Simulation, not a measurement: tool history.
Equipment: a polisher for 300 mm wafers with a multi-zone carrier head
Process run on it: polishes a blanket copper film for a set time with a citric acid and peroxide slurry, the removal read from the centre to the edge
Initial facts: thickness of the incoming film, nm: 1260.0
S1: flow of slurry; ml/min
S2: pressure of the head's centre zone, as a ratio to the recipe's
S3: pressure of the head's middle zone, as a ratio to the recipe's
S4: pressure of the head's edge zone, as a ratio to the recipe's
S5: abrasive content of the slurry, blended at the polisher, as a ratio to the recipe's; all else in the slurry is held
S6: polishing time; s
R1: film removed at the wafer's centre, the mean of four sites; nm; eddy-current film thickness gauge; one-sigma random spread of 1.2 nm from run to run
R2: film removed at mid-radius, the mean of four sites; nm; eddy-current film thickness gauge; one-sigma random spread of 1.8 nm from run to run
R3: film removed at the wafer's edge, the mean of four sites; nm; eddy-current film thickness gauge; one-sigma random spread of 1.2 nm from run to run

run  hour   S1    S2    S3    S4    S5  S6      R1      R2      R3
  1     0  125     1     1     1     1  69  90.679  93.002    88.5
  2   5.8  135  1.02     1  1.03   1.1  71  101.85  100.34  97.513
  3  13.2  135  1.02     1  1.03   1.2  71  104.26  102.43  97.425
  4    14  135  1.02     1  1.03   1.2  79  113.86  112.85  109.05
  5    21  145  1.02     1  1.05   1.2  79  116.54  111.99  111.16
  6    23  145  1.02  1.06  1.05   1.2  79  115.76  120.01   110.6
  7    28  150  1.02  1.05  1.07   1.2  79  115.44   120.8  110.05
  8    37  150  1.02  1.03  1.08  1.25  80  120.93  122.87  114.56
  9  41.3  155  1.02  1.01   1.1  1.25  80  120.48  120.37   117.7

Expected results for the next run?
 10  48.9  160  1.03  1.01  1.1  1.25  80   ?   ?   ?

R1: 123.01 nm
R2: 121.9 nm
R3: 119.41 nm
